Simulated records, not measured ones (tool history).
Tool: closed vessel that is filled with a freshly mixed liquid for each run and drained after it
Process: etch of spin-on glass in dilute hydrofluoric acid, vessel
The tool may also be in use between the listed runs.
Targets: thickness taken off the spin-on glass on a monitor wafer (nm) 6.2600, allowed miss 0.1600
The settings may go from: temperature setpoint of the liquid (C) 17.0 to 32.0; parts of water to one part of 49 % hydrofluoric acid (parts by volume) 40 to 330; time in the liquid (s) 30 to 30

| run | hour | temperature setpoint of the liquid (C) | parts of water to one part of 49 % hydrofluoric acid (parts by volume) | time in the liquid (s) | thickness taken off the spin-on glass on a monitor wafer (nm) |
|---|---|---|---|---|---|
| 1 | 0.0 | 24.0 | 185 | 30 | 7.5780 |
| 2 | 3.8 | 23.0 | 185 | 30 | 7.2948 |
| 3 | 7.8 | 23.0 | 225 | 30 | 5.7136 |
| 4 | 8.9 | 23.5 | 225 | 30 | 5.7872 |
| 5 | 16.9 | 20.0 | 225 | 30 | 5.0934 |
| 6 | 22.2 | 20.0 | 170 | 30 | 7.0609 |
| 7 | 26.2 | 19.5 | 170 | 30 | 7.0000 |
| 8 | 31.9 | 19.0 | 170 | 30 | 6.8879 |

Which of these 5 next moves meets every target?
| A | 37.6 | 19.5 | 155 | 30 | ? |
| B | 37.6 | 18.0 | 145 | 30 | ? |
| C | 37.6 | 21.0 | 210 | 30 | ? |
| D | 37.6 | 18.5 | 180 | 30 | ? |
| E | 37.6 | 23.0 | 220 | 30 | ? |

| move | thickness taken off the spin-on glass on a monitor wafer (nm) |
|---|---|
| A | 7.8062 |
| B | 7.9349 |
| C | 5.7789 |
| D | 6.3011 |
| E | 5.8853 |
A: further off than the last run
B: further off than the last run
C: takes the result that was furthest off past its target
D: meets every target
E: takes the result that was furthest off past its target
The right move is D.
